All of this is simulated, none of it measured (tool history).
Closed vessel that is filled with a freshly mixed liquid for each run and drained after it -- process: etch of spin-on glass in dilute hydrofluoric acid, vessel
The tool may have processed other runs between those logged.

| run | hour | temperature setpoint of the liquid (°C) | parts of water to one part of 49 % hydrofluoric acid (parts by volume) | time in the liquid (s) | thickness taken off the spin-on glass on a monitor wafer (nm) |
|---|---|---|---|---|---|
| 1 | 0 | 22 | 300 | 35 | 2.325 |
| 2 | 3.5 | 22 | 300 | 30 | 1.9814 |
| 3 | 12.8 | 23.5 | 295 | 30 | 2.1494 |
| 4 | 21.2 | 24 | 280 | 30 | 2.3052 |
| 5 | 27.1 | 24.5 | 270 | 30 | 2.4731 |
| 6 | 29.3 | 26.5 | 270 | 30 | 2.6677 |
| 7 | 37.5 | 27 | 270 | 30 | 2.7203 |

What will run 8 give?
| 8 | 42.7 | 27.5 | 270 | 30 | ? |

{"run 8": {"thickness taken off the spin-on glass on a monitor wafer (nm)": 2.7741}}
